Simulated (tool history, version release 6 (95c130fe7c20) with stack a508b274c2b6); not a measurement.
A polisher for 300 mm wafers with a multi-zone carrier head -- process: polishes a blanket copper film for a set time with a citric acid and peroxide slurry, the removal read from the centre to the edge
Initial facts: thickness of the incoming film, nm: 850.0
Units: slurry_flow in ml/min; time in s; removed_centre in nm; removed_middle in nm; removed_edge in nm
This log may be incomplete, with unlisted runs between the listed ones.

run,hour,slurry_flow,centre_zone,middle_zone,edge_zone,slurry_solids,time,removed_centre,removed_middle,removed_edge
1,0,260,1,1,1,1,54,136.6,137.65,140
2,1,245,0.95,0.98,0.96,0.85,51,119.09,117.91,123.13
3,9.1,245,0.95,0.98,0.99,0.85,51,118.97,117.47,124.78
4,15,245,0.95,0.98,0.99,0.85,40,92.027,93.22,98.25
5,22.4,245,0.95,0.98,0.99,1.05,40,100.41,101.82,103.81
6,27.3,210,0.95,0.98,0.99,1.05,40,98.31,98.198,102.88

Forecast run 7:
7,28.7,205,0.91,1,0.98,1,40,?,?,?

Run 7 yielded removed_centre 94.144 nm, removed_middle 101.63 nm, removed_edge 101.67 nm.
